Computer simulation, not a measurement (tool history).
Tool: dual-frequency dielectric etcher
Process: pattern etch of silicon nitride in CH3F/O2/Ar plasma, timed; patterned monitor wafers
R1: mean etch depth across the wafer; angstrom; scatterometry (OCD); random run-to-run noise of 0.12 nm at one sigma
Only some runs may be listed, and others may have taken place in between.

{"run": 1, "hour": 0.0, "source power (W)": 300, "bias power (W)": 80, "etch time (s)": 39.5, "R1": 268.29}
{"run": 2, "hour": 4.6, "source power (W)": 280, "bias power (W)": 78, "etch time (s)": 39.5, "R1": 255.81}
{"run": 3, "hour": 13.4, "source power (W)": 270, "bias power (W)": 77, "etch time (s)": 39.5, "R1": 250.48}
{"run": 4, "hour": 16.4, "source power (W)": 270, "bias power (W)": 77, "etch time (s)": 41.0, "R1": 262.16}
{"run": 5, "hour": 19.6, "source power (W)": 270, "bias power (W)": 77, "etch time (s)": 41.0, "R1": 259.35}
{"run": 6, "hour": 22.9, "source power (W)": 240, "bias power (W)": 77, "etch time (s)": 41.0, "R1": 250.05}
{"run": 7, "hour": 26.5, "source power (W)": 230, "bias power (W)": 77, "etch time (s)": 41.0, "R1": 245.7}

Run 8 is up next; what results do you expect?
{"run": 8, "hour": 34.7, "source power (W)": 220, "bias power (W)": 77, "etch time (s)": 41.0, "R1": "?"}

For run 8 the tool returned R1 242.01 angstrom.
